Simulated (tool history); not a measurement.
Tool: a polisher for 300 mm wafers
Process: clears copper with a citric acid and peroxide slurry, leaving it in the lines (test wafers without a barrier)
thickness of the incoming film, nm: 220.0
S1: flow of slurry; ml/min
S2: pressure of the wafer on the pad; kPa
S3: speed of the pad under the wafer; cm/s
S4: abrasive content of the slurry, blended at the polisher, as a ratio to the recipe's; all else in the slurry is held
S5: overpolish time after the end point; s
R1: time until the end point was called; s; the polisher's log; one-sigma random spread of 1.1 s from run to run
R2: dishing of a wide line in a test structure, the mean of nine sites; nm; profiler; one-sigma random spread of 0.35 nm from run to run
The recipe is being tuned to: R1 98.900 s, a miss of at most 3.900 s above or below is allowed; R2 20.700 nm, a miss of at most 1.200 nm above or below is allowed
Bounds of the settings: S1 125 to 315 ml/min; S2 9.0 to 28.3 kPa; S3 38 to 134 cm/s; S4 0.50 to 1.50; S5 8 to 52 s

run	hour	S1	S2	S3	S4	S5	R1	R2
1	0.0	205	18.6	86	1.00	26	156.540	26.765
2	5.8	205	22.1	86	1.00	26	133.990	31.665
3	14.6	205	22.1	88	1.00	24	130.770	30.634
4	16.8	210	22.1	90	1.00	22	128.720	27.575
5	19.6	210	22.1	90	1.20	22	123.370	29.074
6	26.8	210	22.1	80	1.20	22	133.420	26.495
7	28.5	215	22.8	80	1.20	20	132.200	26.017
8	35.2	160	24.1	104	1.20	8	103.860	13.554
9	35.9	170	24.1	104	1.20	8	102.500	13.869
10	40.8	180	24.1	104	1.20	8	101.180	13.846

Of the 5 settings listed for the next run, only one would bring every result within its allowed miss of target. Which one?
A	45.7	175	23.4	108	1.15	15	?	?
B	45.7	265	24.1	108	1.20	16	?	?
C	45.7	215	22.8	104	1.30	10	?	?
D	45.7	175	22.8	114	1.30	12	?	?
E	45.7	250	28.3	78	1.40	15	?	?

move	R1	R2
A	103.650	24.234
B	95.877	27.523
C	105.000	16.525
D	99.370	20.563
E	103.830	24.297
A: takes the result that was furthest off past its target
B: takes the result that was furthest off past its target
C: nearer than the last run, and not there yet
D: all results land within tolerance of their targets
E: takes the result that was furthest off past its target
The move that meets every target is D.
